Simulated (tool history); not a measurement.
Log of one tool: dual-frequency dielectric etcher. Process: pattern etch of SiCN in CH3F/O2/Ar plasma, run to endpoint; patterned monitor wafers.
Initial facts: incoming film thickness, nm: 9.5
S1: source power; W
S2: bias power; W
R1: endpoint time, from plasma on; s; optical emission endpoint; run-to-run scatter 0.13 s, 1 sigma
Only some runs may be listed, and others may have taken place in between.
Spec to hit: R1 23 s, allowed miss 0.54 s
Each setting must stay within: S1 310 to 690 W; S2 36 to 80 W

run	hour	S1	S2	R1
1	0	500	58	25.667
2	5	440	58	27.76
3	8.5	440	49	30.493
4	12.1	440	44	32.448
5	14.5	440	51	29.668
6	16.1	470	51	28.515
7	18.5	490	51	27.497
8	26.8	500	51	27.216

Consider the 4 candidate settings below. Which is the only one whose results all fall within their allowed miss of target?
A	35.1	430	48	?
B	35.1	580	59	?
C	35.1	480	42	?
D	35.1	420	44	?

move	R1
A	31.381
B	23.322
C	31.46
D	33.534
A: the biggest miss grows against the last run
B: every result within its allowed miss
C: the biggest miss grows against the last run
D: the biggest miss grows against the last run
Go with B: it meets all targets.

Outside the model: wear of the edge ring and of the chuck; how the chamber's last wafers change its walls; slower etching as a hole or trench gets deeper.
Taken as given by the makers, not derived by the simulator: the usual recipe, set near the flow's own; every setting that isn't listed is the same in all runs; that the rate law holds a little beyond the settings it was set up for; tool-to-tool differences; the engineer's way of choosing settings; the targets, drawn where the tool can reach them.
